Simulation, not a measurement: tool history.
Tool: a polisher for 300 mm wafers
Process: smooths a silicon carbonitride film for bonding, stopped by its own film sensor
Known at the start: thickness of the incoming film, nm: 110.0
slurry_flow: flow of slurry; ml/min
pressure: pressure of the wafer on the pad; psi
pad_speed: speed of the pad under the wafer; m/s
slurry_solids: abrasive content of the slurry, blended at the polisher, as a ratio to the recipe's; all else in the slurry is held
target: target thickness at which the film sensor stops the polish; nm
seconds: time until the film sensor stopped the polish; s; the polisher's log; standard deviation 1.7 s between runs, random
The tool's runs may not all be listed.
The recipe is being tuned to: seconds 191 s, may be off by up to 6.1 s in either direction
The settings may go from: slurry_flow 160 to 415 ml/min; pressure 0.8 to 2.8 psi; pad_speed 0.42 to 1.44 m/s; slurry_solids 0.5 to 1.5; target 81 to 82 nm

Run 1, hour 0: slurry_flow 265 ml/min, pressure 1.8 psi, pad_speed 0.92 m/s, slurry_solids 1, target 82 nm. Result: seconds 148.75 s.
Run 2, hour 8: slurry_flow 265 ml/min, pressure 2 psi, pad_speed 0.92 m/s, slurry_solids 1, target 82 nm. Result: seconds 135.38 s.
Run 3, hour 11.4: slurry_flow 265 ml/min, pressure 2 psi, pad_speed 0.92 m/s, slurry_solids 0.85, target 82 nm. Result: seconds 156.02 s.
Run 4, hour 15.6: slurry_flow 205 ml/min, pressure 2 psi, pad_speed 0.92 m/s, slurry_solids 0.85, target 82 nm. Result: seconds 158.96 s.
Run 5, hour 24.4: slurry_flow 205 ml/min, pressure 2 psi, pad_speed 1.12 m/s, slurry_solids 0.85, target 82 nm. Result: seconds 138.73 s.
Run 6, hour 28.2: slurry_flow 205 ml/min, pressure 1.9 psi, pad_speed 1.12 m/s, slurry_solids 0.85, target 82 nm. Result: seconds 144.31 s.
Run 7, hour 29.3: slurry_flow 205 ml/min, pressure 1.8 psi, pad_speed 1.12 m/s, slurry_solids 0.85, target 82 nm. Result: seconds 150.38 s.
Run 8, hour 30: slurry_flow 205 ml/min, pressure 1.7 psi, pad_speed 1.12 m/s, slurry_solids 0.85, target 82 nm. Result: seconds 155.18 s.
Run 9, hour 35.7: slurry_flow 205 ml/min, pressure 1.6 psi, pad_speed 1.12 m/s, slurry_solids 0.85, target 82 nm. Result: seconds 161.36 s.
Run 10, hour 36.4: slurry_flow 195 ml/min, pressure 1.4 psi, pad_speed 1.1 m/s, slurry_solids 0.85, target 82 nm. Result: seconds 182.08 s.
Run 11, hour 43.4: slurry_flow 185 ml/min, pressure 1.4 psi, pad_speed 1.1 m/s, slurry_solids 0.85, target 82 nm. Result: seconds 182.64 s.

Consider the 5 candidate settings below. Which is the only one whose results all fall within their allowed miss of target?
Run A, hour 50.4: slurry_flow 280 ml/min, pressure 1.5 psi, pad_speed 0.92 m/s, slurry_solids 1, target 81 nm. Result: seconds ?.
Run B, hour 50.4: slurry_flow 170 ml/min, pressure 1.8 psi, pad_speed 1.24 m/s, slurry_solids 0.65, target 82 nm. Result: seconds ?.
Run C, hour 50.4: slurry_flow 175 ml/min, pressure 1.9 psi, pad_speed 1.2 m/s, slurry_solids 0.7, target 82 nm. Result: seconds ?.
Run D, hour 50.4: slurry_flow 160 ml/min, pressure 1.6 psi, pad_speed 1.14 m/s, slurry_solids 0.85, target 81 nm. Result: seconds ?.
Run E, hour 50.4: slurry_flow 245 ml/min, pressure 1.2 psi, pad_speed 1.06 m/s, slurry_solids 1, target 82 nm. Result: seconds ?.

move  seconds
   A   171.15
   B   190.77
   C   170.81
   D   172.73
   E   175.22
A: the biggest miss grows against the last run
B: every result within its allowed miss
C: the biggest miss grows against the last run
D: the biggest miss grows against the last run
E: the biggest miss grows against the last run
B meets every target.
